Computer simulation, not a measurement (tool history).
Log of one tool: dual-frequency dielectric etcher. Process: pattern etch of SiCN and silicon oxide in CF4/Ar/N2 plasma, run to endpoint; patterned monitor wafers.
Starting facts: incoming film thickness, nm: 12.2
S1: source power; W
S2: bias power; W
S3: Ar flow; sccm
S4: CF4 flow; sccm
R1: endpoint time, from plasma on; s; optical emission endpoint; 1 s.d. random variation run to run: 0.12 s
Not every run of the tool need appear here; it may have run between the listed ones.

run,hour,S1,S2,S3,S4,R1
1,0,550,69,100,82,11.659
2,7.5,500,68,100,82,12.846
3,10.8,500,68,100,69,13.417
4,15.5,480,68,100,69,13.824
5,16.1,480,68,111,69,14.251
6,21.1,390,68,111,69,17.496
7,27.8,400,68,111,69,17.037

Run 8 comes next. What will it give?
8,36.6,410,68,111,69,?

Run 8 produced R1 16.899 s.
